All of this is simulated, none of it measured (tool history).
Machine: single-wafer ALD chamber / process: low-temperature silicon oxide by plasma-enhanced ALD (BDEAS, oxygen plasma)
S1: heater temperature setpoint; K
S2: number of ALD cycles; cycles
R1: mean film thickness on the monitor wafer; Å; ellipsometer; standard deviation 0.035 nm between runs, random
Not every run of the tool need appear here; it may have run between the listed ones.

Run 1, hour 0.0: S1 373.15 K, S2 41 cycles. Result: R1 61.797 Å.
Run 2, hour 3.9: S1 373.15 K, S2 37 cycles. Result: R1 55.396 Å.
Run 3, hour 5.6: S1 369.15 K, S2 40 cycles. Result: R1 61.208 Å.
Run 4, hour 8.4: S1 373.15 K, S2 40 cycles. Result: R1 60.480 Å.
Run 5, hour 15.5: S1 369.15 K, S2 42 cycles. Result: R1 64.762 Å.
Run 6, hour 21.8: S1 364.15 K, S2 43 cycles. Result: R1 66.876 Å.
Run 7, hour 28.8: S1 362.15 K, S2 44 cycles. Result: R1 69.115 Å.
Run 8, hour 33.7: S1 360.15 K, S2 45 cycles. Result: R1 71.445 Å.
Run 9, hour 34.5: S1 358.15 K, S2 45 cycles. Result: R1 71.780 Å.

Run 10 has not been measured yet. What should we expect?
Run 10, hour 41.1: S1 356.15 K, S2 45 cycles. Result: R1 ?.

R1: 72.451 Å
